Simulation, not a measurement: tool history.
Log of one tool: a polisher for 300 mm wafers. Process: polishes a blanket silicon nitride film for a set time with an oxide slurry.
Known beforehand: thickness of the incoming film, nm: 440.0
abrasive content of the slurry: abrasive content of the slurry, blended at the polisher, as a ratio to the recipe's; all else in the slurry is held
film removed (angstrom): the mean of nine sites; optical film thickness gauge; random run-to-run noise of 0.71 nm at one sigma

run  hour  flow of slurry (ml/min)  pressure of the wafer on the pad (psi)  speed of the pad under the wafer (cm/s)  abrasive content of the slurry  polishing time (s)  film removed (angstrom)
  1     0                      170                                     4.4                                      124                               1                  94                   994.35
  2   1.3                      170                                     4.4                                      124                               1                  99                   1058.5
  3   4.9                      190                                     4.4                                      124                               1                  99                   1078.7
  4  13.8                      190                                     3.8                                      118                               1                  99                   931.42
  5  17.8                      190                                     3.4                                      110                               1                  99                   781.24
  6  24.8                      185                                     3.1                                      108                               1                  99                   710.23
  7  31.1                      175                                       2                                      104                               1                  99                   446.89
  8  39.7                      185                                       2                                      104                               1                  99                   460.86
  9  42.3                      195                                       2                                      104                               1                  99                   458.19
 10  47.9                      195                                     2.8                                      106                               1                  99                   634.39
 11  53.8                      185                                     2.8                                      106                               1                  99                   607.66
 12  57.2                      175                                     2.8                                      106                               1                  99                   620.15
 13  65.6                      175                                     2.1                                      104                               1                  99                   474.14
 14  71.1                      180                                     2.2                                      104                               1                  99                   480.12

Forecast run 15:
 15  78.7                      185                                     2.2                                      104                               1                  99                        ?

{"run 15": {"film removed (angstrom)": 505.13}}
